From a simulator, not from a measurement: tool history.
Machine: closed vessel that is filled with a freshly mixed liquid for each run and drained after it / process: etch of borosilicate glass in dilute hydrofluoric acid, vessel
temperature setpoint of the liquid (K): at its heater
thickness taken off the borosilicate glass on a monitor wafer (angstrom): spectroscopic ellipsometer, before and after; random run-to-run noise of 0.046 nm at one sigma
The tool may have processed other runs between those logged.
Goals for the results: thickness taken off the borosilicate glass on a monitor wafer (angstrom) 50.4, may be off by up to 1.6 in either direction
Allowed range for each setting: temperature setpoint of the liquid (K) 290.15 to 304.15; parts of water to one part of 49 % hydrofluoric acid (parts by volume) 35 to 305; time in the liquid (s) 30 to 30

| run | hour | temperature setpoint of the liquid (K) | parts of water to one part of 49 % hydrofluoric acid (parts by volume) | time in the liquid (s) | thickness taken off the borosilicate glass on a monitor wafer (angstrom) |
|---|---|---|---|---|---|
| 1 | 0 | 296.15 | 170 | 30 | 63.178 |
| 2 | 2.2 | 295.65 | 170 | 30 | 62.225 |
| 3 | 9.5 | 295.65 | 110 | 30 | 102.91 |
| 4 | 13.7 | 295.15 | 120 | 30 | 90.559 |
| 5 | 21.5 | 294.65 | 125 | 30 | 86.665 |
| 6 | 28.3 | 294.65 | 95 | 30 | 116.38 |
| 7 | 30.6 | 294.15 | 105 | 30 | 101.98 |
| 8 | 32 | 294.15 | 105 | 30 | 102.77 |
| 9 | 36 | 294.15 | 105 | 30 | 103.14 |
| 10 | 42.1 | 293.65 | 115 | 30 | 90.871 |
| 11 | 47 | 293.15 | 120 | 30 | 83.251 |

Below are 4 possible settings for the next run. Only one of them brings all results inside the allowed miss of their targets. Which is it?
| A | 51.9 | 290.65 | 180 | 30 | ? |
| B | 51.9 | 293.15 | 195 | 30 | ? |
| C | 51.9 | 293.65 | 205 | 30 | ? |
| D | 51.9 | 294.65 | 195 | 30 | ? |

| move | thickness taken off the borosilicate glass on a monitor wafer (angstrom) |
|---|---|
| A | 48.104 |
| B | 48.297 |
| C | 46.375 |
| D | 51.162 |
A: takes the result that was furthest off past its target
B: takes the result that was furthest off past its target
C: takes the result that was furthest off past its target
D: hits every target within its allowed miss
D is the move that brings every result within its allowed miss.
